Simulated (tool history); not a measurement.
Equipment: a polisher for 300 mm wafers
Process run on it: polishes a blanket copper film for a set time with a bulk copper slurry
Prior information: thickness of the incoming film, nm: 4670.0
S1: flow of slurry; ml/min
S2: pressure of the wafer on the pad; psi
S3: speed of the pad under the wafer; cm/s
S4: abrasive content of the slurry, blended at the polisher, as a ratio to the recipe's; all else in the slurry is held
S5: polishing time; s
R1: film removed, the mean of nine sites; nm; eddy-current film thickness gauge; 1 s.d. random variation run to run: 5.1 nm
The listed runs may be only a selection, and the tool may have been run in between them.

run 1 hour=0.0 | S1=190 S2=2.6 S3=126 S4=1.0 S5=94 | R1=1041.60
run 2 hour=5.9 | S1=190 S2=2.3 S3=122 S4=1.0 S5=94 | R1=931.09
run 3 hour=14.1 | S1=190 S2=2.0 S3=122 S4=1.0 S5=94 | R1=837.72
run 4 hour=16.4 | S1=190 S2=1.8 S3=118 S4=1.0 S5=94 | R1=783.76
run 5 hour=17.9 | S1=190 S2=1.7 S3=112 S4=1.0 S5=94 | R1=688.86
run 6 hour=22.5 | S1=190 S2=2.1 S3=112 S4=1.0 S5=94 | R1=812.65
run 7 hour=25.4 | S1=190 S2=1.9 S3=108 S4=1.0 S5=94 | R1=742.52

Forecast run 8:
run 8 hour=26.9 | S1=190 S2=1.8 S3=106 S4=1.0 S5=94 | R1=?

Run 8 measured R1 696.15 nm.
